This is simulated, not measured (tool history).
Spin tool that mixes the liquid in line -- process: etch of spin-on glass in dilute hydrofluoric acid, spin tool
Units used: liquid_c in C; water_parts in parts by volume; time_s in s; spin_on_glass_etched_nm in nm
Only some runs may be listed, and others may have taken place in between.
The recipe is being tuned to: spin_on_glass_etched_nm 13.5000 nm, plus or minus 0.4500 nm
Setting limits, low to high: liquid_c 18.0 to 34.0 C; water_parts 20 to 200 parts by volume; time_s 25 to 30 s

run    day  liquid_c  water_parts  time_s  spin_on_glass_etched_nm
  1  0.000      26.0          110      30                   5.2751
  2  0.292      24.5          110      30                   5.0427
  3  0.592      24.5          110      25                   4.1801
  4  0.696      26.0          100      25                   4.9761
  5  1.029      24.0          100      25                   4.6776
  6  1.062      25.5           85      25                   5.8670
  7  1.408      27.0           75      25                   7.3141
     1.775  -- hydrofluoric acid flow meter replaced
  8  1.775      28.0           70      25                   9.0648
  9  2.050      29.0           70      25                   9.3226
 10  2.138      30.0           70      25                   9.5912
 11  2.175      30.5           70      25                   9.8326
 12  2.362      31.0           70      25                  10.0710
 13  2.558      34.0           50      25                  16.3280
 14  2.842      33.5           50      25                  16.0240
 15  2.996      33.0           50      25                  15.8340
 16  3.254      32.5           50      25                  15.2500
 17  3.362      32.0           50      25                  14.7860

Pick the move, out of 4, that brings all results within their allowed miss; only one does.
  A  3.471      33.5           60      30                        ?
  B  3.471      30.0           50      30                        ?
  C  3.471      31.5           65      30                        ?
  D  3.471      31.0           60      30                        ?

move  spin_on_glass_etched_nm
   A                  15.6440
   B                  16.6690
   C                  13.2780
   D                  14.2210
A: further off than the last run
B: further off than the last run
C: each result inside its tolerance
D: closes in on the targets versus the last run, not all within tolerance yet
The move that meets every target is C.
